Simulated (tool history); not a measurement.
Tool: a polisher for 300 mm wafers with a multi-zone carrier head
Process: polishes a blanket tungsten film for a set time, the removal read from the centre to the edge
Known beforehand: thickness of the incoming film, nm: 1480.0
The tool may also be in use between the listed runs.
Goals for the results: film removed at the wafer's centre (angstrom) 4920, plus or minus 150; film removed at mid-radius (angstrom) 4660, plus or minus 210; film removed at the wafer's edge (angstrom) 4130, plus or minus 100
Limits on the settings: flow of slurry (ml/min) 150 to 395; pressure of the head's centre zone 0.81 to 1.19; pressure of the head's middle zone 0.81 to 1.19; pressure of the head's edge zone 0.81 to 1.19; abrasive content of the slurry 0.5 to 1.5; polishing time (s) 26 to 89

run  hour  flow of slurry (ml/min)  pressure of the head's centre zone  pressure of the head's middle zone  pressure of the head's edge zone  abrasive content of the slurry  polishing time (s)  film removed at the wafer's centre (angstrom)  film removed at mid-radius (angstrom)  film removed at the wafer's edge (angstrom)
  1     0                      250                                   1                                   1                                 1                               1                  57                                         4174.5                                 4285.4                                       4231.9
  2   3.3                      250                                   1                                   1                                 1                             0.9                  57                                         4097.3                                 4112.4                                       4067.5
  3  11.4                      225                                   1                                   1                                 1                             0.9                  57                                         4024.3                                 3993.6                                       4042.5
  4  18.6                      240                                1.02                                1.01                              0.99                             0.9                  57                                         4150.7                                 4070.1                                       4050.5
  5    20                      255                                1.03                                1.02                              0.98                             0.9                  57                                         4233.1                                 4249.3                                       4086.9
  6  25.8                      265                                1.04                                1.02                              0.97                             0.9                  57                                         4317.2                                 4198.9                                       4032.5
  7  27.3                      275                                1.05                                1.03                              0.97                             0.9                  57                                           4320                                 4142.3                                       4072.5
  8  34.9                      280                                1.06                                1.05                              0.96                             0.9                  57                                         4432.1                                 4185.3                                       4064.2
  9  42.7                      345                                1.11                                1.15                              0.94                             0.9                  57                                         4694.5                                 4561.6                                       4123.3
 10  46.5                      345                                1.12                                1.15                              0.94                             0.9                  57                                         4752.1                                 4514.7                                       4119.7
 11  55.4                      345                                1.12                                1.16                              0.94                             0.9                  57                                         4744.4                                 4528.4                                       4068.2

Next run, 4 choices. One meets every target within its allowed miss, the rest don't. Which?
  A  64.3                      320                                1.02                                1.19                              0.94                            0.85                  59                                              ?                                      ?                                            ?
  B  64.3                      355                                1.18                                1.19                                 1                            0.95                  55                                              ?                                      ?                                            ?
  C  64.3                      345                                 1.1                                1.07                              0.97                             0.9                  57                                              ?                                      ?                                            ?
  D  64.3                      355                                1.08                                1.14                              0.98                               1                  54                                              ?                                      ?                                            ?

move  film removed at the wafer's centre (angstrom)  film removed at mid-radius (angstrom)  film removed at the wafer's edge (angstrom)
   A                                         4279.8                                 4681.6                                       4078.5
   B                                         4840.1                                 4563.9                                       4090.6
   C                                         4576.8                                 4354.4                                       4100.8
   D                                         4419.4                                 4443.4                                       4046.6
A: further off than the last run
B: each result inside its tolerance
C: further off than the last run
D: further off than the last run
B meets every target.

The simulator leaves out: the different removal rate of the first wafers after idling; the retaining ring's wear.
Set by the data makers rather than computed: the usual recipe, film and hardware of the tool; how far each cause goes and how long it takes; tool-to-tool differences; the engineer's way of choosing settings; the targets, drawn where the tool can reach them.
